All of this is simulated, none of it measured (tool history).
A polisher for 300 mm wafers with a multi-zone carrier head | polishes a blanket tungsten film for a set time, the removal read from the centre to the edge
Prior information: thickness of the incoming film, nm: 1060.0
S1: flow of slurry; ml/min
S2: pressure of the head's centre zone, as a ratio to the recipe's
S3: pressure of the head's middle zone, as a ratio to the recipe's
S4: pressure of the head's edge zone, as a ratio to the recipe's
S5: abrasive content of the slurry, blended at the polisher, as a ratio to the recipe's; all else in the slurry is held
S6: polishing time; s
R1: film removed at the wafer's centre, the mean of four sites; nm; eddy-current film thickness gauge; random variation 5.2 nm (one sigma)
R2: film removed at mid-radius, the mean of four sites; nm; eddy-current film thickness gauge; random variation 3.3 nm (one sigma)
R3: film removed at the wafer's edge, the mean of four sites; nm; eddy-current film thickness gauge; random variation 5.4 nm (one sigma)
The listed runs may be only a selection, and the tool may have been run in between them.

{"run": 1, "hour": 0.0, "S1": 265, "S2": 1.0, "S3": 1.0, "S4": 1.0, "S5": 1.0, "S6": 47, "R1": 310.8, "R2": 315.7, "R3": 305.77}
{"run": 2, "hour": 8.9, "S1": 270, "S2": 0.99, "S3": 1.04, "S4": 1.05, "S5": 1.15, "S6": 49, "R1": 329.7, "R2": 350.22, "R3": 342.82}
{"run": 3, "hour": 17.6, "S1": 270, "S2": 1.03, "S3": 1.04, "S4": 1.05, "S5": 1.15, "S6": 49, "R1": 333.6, "R2": 352.46, "R3": 345.94}
{"run": 4, "hour": 25.4, "S1": 280, "S2": 1.05, "S3": 1.08, "S4": 1.07, "S5": 1.25, "S6": 50, "R1": 365.03, "R2": 379.01, "R3": 357.88}
{"run": 5, "hour": 32.6, "S1": 280, "S2": 1.02, "S3": 1.1, "S4": 1.1, "S5": 1.35, "S6": 51, "R1": 363.98, "R2": 397.64, "R3": 375.46}
{"run": 6, "hour": 36.8, "S1": 280, "S2": 1.02, "S3": 1.1, "S4": 1.1, "S5": 1.45, "S6": 51, "R1": 369.83, "R2": 407.33, "R3": 369.5}

For run 7, what comes out?
{"run": 7, "hour": 39.8, "S1": 285, "S2": 1.01, "S3": 1.12, "S4": 1.13, "S5": 1.45, "S6": 52, "R1": "?", "R2": "?", "R3": "?"}

{"run 7": {"R1": 373.53, "R2": 428.21, "R3": 405.48}}

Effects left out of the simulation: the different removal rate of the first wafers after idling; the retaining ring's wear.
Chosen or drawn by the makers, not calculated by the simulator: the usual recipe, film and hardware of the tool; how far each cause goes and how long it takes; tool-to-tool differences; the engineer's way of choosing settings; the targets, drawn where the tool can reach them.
